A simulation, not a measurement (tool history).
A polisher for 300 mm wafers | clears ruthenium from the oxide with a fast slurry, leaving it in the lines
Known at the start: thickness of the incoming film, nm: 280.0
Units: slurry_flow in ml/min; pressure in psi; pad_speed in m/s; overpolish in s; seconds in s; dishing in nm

Run 1, hour 0: slurry_flow 310 ml/min, pressure 2.7 psi, pad_speed 0.92 m/s, slurry_solids 1, overpolish 10 s. Result: seconds 91.496 s, dishing 26.055 nm.
Run 2, hour 8.9: slurry_flow 310 ml/min, pressure 2.4 psi, pad_speed 0.92 m/s, slurry_solids 1, overpolish 10 s. Result: seconds 100.52 s, dishing 23.6 nm.
Run 3, hour 14.2: slurry_flow 310 ml/min, pressure 2.4 psi, pad_speed 1.06 m/s, slurry_solids 1, overpolish 10 s. Result: seconds 87.991 s, dishing 25.136 nm.
Run 4, hour 18.3: slurry_flow 310 ml/min, pressure 2.1 psi, pad_speed 1.02 m/s, slurry_solids 1, overpolish 10 s. Result: seconds 103.13 s, dishing 22.898 nm.
At hour 19.4: slurry nozzle cleaned.
Run 5, hour 19.4: slurry_flow 235 ml/min, pressure 2.1 psi, pad_speed 1.02 m/s, slurry_solids 1, overpolish 10 s. Result: seconds 104.45 s, dishing 22.234 nm.
Run 6, hour 23.5: slurry_flow 235 ml/min, pressure 1.9 psi, pad_speed 1 m/s, slurry_solids 1, overpolish 10 s. Result: seconds 116.53 s, dishing 20.231 nm.
Run 7, hour 27.5: slurry_flow 235 ml/min, pressure 1.8 psi, pad_speed 1 m/s, slurry_solids 1, overpolish 10 s. Result: seconds 124.11 s, dishing 18.745 nm.
Run 8, hour 28.4: slurry_flow 235 ml/min, pressure 1.7 psi, pad_speed 1 m/s, slurry_solids 1, overpolish 10 s. Result: seconds 129.83 s, dishing 18.001 nm.
Run 9, hour 30.8: slurry_flow 235 ml/min, pressure 1.6 psi, pad_speed 1 m/s, slurry_solids 1, overpolish 10 s. Result: seconds 138.54 s, dishing 17.204 nm.

The next listed run, before its measurement:
Run 10, hour 36.1: slurry_flow 230 ml/min, pressure 1.4 psi, pad_speed 1 m/s, slurry_solids 1, overpolish 11 s. Result: seconds ?, dishing ?.

Run 10 gave seconds 154.91 s, dishing 16.401 nm.

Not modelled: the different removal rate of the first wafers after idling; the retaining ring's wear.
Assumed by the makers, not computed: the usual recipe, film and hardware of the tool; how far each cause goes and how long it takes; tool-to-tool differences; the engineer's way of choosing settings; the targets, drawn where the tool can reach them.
